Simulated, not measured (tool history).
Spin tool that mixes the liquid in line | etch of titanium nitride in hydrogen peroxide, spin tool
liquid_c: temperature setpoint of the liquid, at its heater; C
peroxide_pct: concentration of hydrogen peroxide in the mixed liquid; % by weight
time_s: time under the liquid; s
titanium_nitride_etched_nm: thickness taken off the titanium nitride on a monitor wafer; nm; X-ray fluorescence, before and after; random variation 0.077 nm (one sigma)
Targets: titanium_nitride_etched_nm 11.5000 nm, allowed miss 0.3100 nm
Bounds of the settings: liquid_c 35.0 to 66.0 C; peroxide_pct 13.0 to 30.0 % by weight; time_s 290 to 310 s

run,hour,liquid_c,peroxide_pct,time_s,titanium_nitride_etched_nm
1,0.0,51.0,25.0,290,27.6550
2,6.1,51.0,27.5,290,27.9360
3,10.8,48.5,27.5,290,23.6810
4,17.4,46.0,27.5,290,19.4960
5,24.2,46.0,30.0,290,19.8890
6,25.8,44.5,30.0,290,17.9950
7,33.3,43.0,30.0,290,16.0280
8,36.8,37.5,30.0,290,10.5340
9,38.6,38.0,30.0,290,10.7920

5 next moves are on the table. One of them brings every result within its allowed miss. Which?
A,40.4,38.5,25.0,290,?
B,40.4,38.0,28.5,310,?
C,40.4,37.5,30.0,305,?
D,40.4,37.5,27.5,295,?
E,40.4,36.5,30.0,290,?

move,titanium_nitride_etched_nm
A,10.9360
B,11.5700
C,11.0720
D,10.5060
E,9.7333
A: nearer than the last run, and not there yet
B: meets every target
C: nearer than the last run, and not there yet
D: further off than the last run
E: further off than the last run
The right move is B.
